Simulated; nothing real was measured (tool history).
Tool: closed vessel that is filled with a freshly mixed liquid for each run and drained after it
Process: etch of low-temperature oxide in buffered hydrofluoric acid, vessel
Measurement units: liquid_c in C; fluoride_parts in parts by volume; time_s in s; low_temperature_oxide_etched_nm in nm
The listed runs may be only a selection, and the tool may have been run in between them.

| run | hour | liquid_c | fluoride_parts | time_s | low_temperature_oxide_etched_nm |
|---|---|---|---|---|---|
| 1 | 0 | 21 | 8 | 30 | 138.56 |
| 2 | 1.5 | 20 | 8.5 | 30 | 122.46 |
| 3 | 4.5 | 19.5 | 9 | 30 | 111.55 |
| 4 | 5.1 | 19 | 9 | 30 | 108.37 |
| 5 | 13.3 | 18.5 | 9 | 30 | 105.87 |
| 6 | 15.6 | 18 | 9 | 30 | 102.72 |
| 7 | 22 | 17.5 | 9.5 | 30 | 96.533 |

Expected results for the next run?
| 8 | 26.2 | 17 | 10 | 30 | ? |

low_temperature_oxide_etched_nm: 90.592 nm

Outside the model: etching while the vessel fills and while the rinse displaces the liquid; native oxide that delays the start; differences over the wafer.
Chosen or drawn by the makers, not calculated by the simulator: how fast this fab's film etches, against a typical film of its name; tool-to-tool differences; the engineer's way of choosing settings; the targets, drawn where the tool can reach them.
